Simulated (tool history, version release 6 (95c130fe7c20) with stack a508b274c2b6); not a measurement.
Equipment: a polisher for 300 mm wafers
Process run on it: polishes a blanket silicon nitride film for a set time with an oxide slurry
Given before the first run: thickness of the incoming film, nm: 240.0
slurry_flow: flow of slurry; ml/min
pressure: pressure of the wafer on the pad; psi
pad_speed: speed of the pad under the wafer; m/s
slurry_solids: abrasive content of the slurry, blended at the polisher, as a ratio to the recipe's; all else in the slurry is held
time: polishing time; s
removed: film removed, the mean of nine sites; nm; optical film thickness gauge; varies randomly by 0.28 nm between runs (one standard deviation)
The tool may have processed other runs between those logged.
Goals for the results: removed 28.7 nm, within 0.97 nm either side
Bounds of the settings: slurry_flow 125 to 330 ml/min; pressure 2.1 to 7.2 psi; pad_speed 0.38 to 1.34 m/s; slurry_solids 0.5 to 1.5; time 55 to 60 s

run 1 day=0 | slurry_flow=210 pressure=4.6 pad_speed=0.86 slurry_solids=1 time=60 | removed=41.055
run 2 day=0.033 | slurry_flow=210 pressure=4.6 pad_speed=0.86 slurry_solids=1.1 time=60 | removed=42.644
run 3 day=0.125 | slurry_flow=210 pressure=4.6 pad_speed=0.86 slurry_solids=1.1 time=55 | removed=39.746
run 4 day=0.417 | slurry_flow=210 pressure=4.3 pad_speed=0.86 slurry_solids=1.1 time=55 | removed=37.397
run 5 day=0.496 | slurry_flow=210 pressure=4.3 pad_speed=0.86 slurry_solids=0.9 time=55 | removed=33.77
run 6 day=0.867 | slurry_flow=210 pressure=4.2 pad_speed=0.86 slurry_solids=0.9 time=55 | removed=33.037
-- day=1.117 head pressure recalibrated
run 7 day=1.117 | slurry_flow=210 pressure=4.1 pad_speed=0.86 slurry_solids=0.9 time=55 | removed=35.315
run 8 day=1.296 | slurry_flow=210 pressure=3.7 pad_speed=0.86 slurry_solids=0.9 time=55 | removed=31.9

5 candidate next runs follow, results not yet known. Just one meets every target within its allowed miss. Identify it.
run A day=1.475 | slurry_flow=220 pressure=3.6 pad_speed=0.92 slurry_solids=0.9 time=60 | removed=?
run B day=1.475 | slurry_flow=205 pressure=4.5 pad_speed=0.96 slurry_solids=0.7 time=56 | removed=?
run C day=1.475 | slurry_flow=240 pressure=3.5 pad_speed=0.74 slurry_solids=0.85 time=55 | removed=?
run D day=1.475 | slurry_flow=155 pressure=2.5 pad_speed=1.2 slurry_solids=0.85 time=60 | removed=?
run E day=1.475 | slurry_flow=230 pressure=3 pad_speed=1.12 slurry_solids=1 time=60 | removed=?

move=A removed=36.135
move=B removed=36.51
move=C removed=26.475
move=D removed=28.82
move=E removed=37.859
A: misses by more than the last run did
B: misses by more than the last run did
C: the result that was furthest off in the last run now lies on the other side of its target
D: hits every target within its allowed miss
E: misses by more than the last run did
Answer: D
